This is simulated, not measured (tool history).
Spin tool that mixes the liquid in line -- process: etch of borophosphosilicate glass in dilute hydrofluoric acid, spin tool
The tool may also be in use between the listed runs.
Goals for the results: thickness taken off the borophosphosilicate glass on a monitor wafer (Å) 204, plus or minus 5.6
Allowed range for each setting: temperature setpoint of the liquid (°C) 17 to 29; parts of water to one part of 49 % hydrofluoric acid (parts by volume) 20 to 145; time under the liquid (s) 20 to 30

| run | hour | temperature setpoint of the liquid (°C) | parts of water to one part of 49 % hydrofluoric acid (parts by volume) | time under the liquid (s) | thickness taken off the borophosphosilicate glass on a monitor wafer (Å) |
|---|---|---|---|---|---|
| 1 | 0 | 21 | 80 | 30 | 117.78 |
| 2 | 0.9 | 22 | 75 | 30 | 131.97 |
| 3 | 1.9 | 23.5 | 75 | 30 | 142.11 |
| 4 | 7 | 24.5 | 75 | 30 | 146.9 |
|  | 11.4 | hydrofluoric acid flow meter replaced |
| 5 | 11.4 | 25 | 75 | 30 | 168.67 |
| 6 | 13.8 | 25.5 | 75 | 30 | 176.05 |
| 7 | 20.7 | 26 | 75 | 30 | 174.94 |
| 8 | 29.5 | 26.5 | 75 | 30 | 181.81 |

Which single option among these 5 for the next run brings every result within its allowed miss of target? Just one does.
| A | 38.3 | 26 | 70 | 30 | ? |
| B | 38.3 | 28 | 75 | 30 | ? |
| C | 38.3 | 26 | 65 | 30 | ? |
| D | 38.3 | 29 | 80 | 25 | ? |
| E | 38.3 | 25.5 | 60 | 30 | ? |

| move | thickness taken off the borophosphosilicate glass on a monitor wafer (Å) |
|---|---|
| A | 188.38 |
| B | 188.93 |
| C | 204.25 |
| D | 152.35 |
| E | 218.35 |
A: moves toward the targets from the last run without getting all of them in spec
B: moves toward the targets from the last run without getting all of them in spec
C: all results land within tolerance of their targets
D: lands further from the targets than the last run did
E: moves the result that the last run missed by most past its target, out the other side
Correct choice: C, which meets every target
